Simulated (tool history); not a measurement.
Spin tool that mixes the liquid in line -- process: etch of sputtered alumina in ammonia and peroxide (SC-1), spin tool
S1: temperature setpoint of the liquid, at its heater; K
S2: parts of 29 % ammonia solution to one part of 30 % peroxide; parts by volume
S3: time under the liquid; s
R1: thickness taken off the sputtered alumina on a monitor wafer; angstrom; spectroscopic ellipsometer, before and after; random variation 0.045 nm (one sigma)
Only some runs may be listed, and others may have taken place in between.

| run | hour | S1 | S2 | S3 | R1 |
|---|---|---|---|---|---|
| 1 | 0 | 324.15 | 0.85 | 175 | 124.28 |
| 2 | 8.4 | 324.15 | 0.85 | 190 | 134.89 |
| 3 | 12.3 | 324.15 | 0.85 | 175 | 122.77 |
| 4 | 18.2 | 319.65 | 0.85 | 175 | 97.862 |
| 5 | 22.9 | 319.65 | 0.75 | 175 | 94.602 |
| 6 | 27.4 | 316.15 | 0.75 | 175 | 78.185 |
|  | 27.9 | new drum of ammonia solution connected |
| 7 | 27.9 | 315.65 | 0.75 | 175 | 75.961 |

Forecast run 8:
| 8 | 31.3 | 315.15 | 0.75 | 175 | ? |

{"run 8": {"R1": 73.474}}

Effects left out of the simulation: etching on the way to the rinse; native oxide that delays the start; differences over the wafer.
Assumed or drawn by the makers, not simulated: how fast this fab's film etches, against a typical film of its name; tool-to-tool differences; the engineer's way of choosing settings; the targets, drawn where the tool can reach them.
